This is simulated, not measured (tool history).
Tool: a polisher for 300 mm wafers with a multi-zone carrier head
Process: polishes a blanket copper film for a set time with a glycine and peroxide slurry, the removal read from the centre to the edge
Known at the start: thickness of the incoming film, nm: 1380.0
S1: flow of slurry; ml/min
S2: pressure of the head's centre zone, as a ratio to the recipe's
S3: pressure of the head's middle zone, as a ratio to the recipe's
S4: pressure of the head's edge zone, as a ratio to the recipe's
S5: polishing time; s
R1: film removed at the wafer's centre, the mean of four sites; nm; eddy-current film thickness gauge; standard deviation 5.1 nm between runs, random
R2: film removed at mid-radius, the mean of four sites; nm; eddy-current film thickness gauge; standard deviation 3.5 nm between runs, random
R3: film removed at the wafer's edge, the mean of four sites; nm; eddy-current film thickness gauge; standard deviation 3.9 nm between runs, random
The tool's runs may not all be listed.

{"run": 1, "hour": 0.0, "S1": 150, "S2": 1.0, "S3": 1.0, "S4": 1.0, "S5": 64, "R1": 337.05, "R2": 307.95, "R3": 309.11}
{"run": 2, "hour": 1.3, "S1": 150, "S2": 1.0, "S3": 1.0, "S4": 1.0, "S5": 52, "R1": 271.97, "R2": 245.44, "R3": 252.42}
{"run": 3, "hour": 3.4, "S1": 155, "S2": 0.96, "S3": 0.97, "S4": 1.06, "S5": 59, "R1": 301.53, "R2": 277.28, "R3": 297.14}
{"run": 4, "hour": 9.4, "S1": 160, "S2": 0.93, "S3": 0.95, "S4": 1.1, "S5": 64, "R1": 317.64, "R2": 302.99, "R3": 330.92}
{"run": 5, "hour": 16.5, "S1": 165, "S2": 0.91, "S3": 0.93, "S4": 1.13, "S5": 68, "R1": 334.68, "R2": 320.12, "R3": 349.45}
{"run": 6, "hour": 22.2, "S1": 145, "S2": 0.91, "S3": 0.93, "S4": 1.13, "S5": 68, "R1": 322.1, "R2": 309.48, "R3": 348.04}

For run 7, what comes out?
{"run": 7, "hour": 25.9, "S1": 145, "S2": 0.89, "S3": 0.91, "S4": 1.15, "S5": 72, "R1": "?", "R2": "?", "R3": "?"}

Run 7 measured R1 338.70 nm, R2 324.01 nm, R3 371.56 nm.

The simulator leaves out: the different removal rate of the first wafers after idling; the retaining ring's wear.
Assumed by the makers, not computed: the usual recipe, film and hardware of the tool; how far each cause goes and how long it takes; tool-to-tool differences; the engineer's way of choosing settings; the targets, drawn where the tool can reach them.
